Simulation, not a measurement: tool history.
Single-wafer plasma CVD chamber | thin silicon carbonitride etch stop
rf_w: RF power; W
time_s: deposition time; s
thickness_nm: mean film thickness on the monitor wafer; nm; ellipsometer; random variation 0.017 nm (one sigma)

Run 1, hour 0.0: rf_w 190 W, time_s 12.1 s. Result: thickness_nm 7.1898 nm.
Run 2, hour 1.9: rf_w 210 W, time_s 12.1 s. Result: thickness_nm 7.5085 nm.
Run 3, hour 4.3: rf_w 210 W, time_s 11.5 s. Result: thickness_nm 7.1370 nm.
Run 4, hour 9.4: rf_w 210 W, time_s 12.7 s. Result: thickness_nm 7.8990 nm.
Run 5, hour 17.6: rf_w 235 W, time_s 12.7 s. Result: thickness_nm 8.2991 nm.
Run 6, hour 22.3: rf_w 235 W, time_s 13.6 s. Result: thickness_nm 8.8785 nm.
Run 7, hour 30.5: rf_w 215 W, time_s 12.8 s. Result: thickness_nm 8.0288 nm.
Run 8, hour 33.5: rf_w 200 W, time_s 12.2 s. Result: thickness_nm 7.3919 nm.
Run 9, hour 37.5: rf_w 185 W, time_s 11.8 s. Result: thickness_nm 6.9336 nm.
Run 10, hour 43.7: rf_w 175 W, time_s 11.5 s. Result: thickness_nm 6.5820 nm.
Run 11, hour 47.7: rf_w 165 W, time_s 11.4 s. Result: thickness_nm 6.3458 nm.
Run 12, hour 49.0: rf_w 135 W, time_s 11.1 s. Result: thickness_nm 5.5559 nm.

Forecast run 13:
Run 13, hour 55.8: rf_w 140 W, time_s 11.1 s. Result: thickness_nm ?.

Run 13 gave thickness_nm 5.6596 nm.

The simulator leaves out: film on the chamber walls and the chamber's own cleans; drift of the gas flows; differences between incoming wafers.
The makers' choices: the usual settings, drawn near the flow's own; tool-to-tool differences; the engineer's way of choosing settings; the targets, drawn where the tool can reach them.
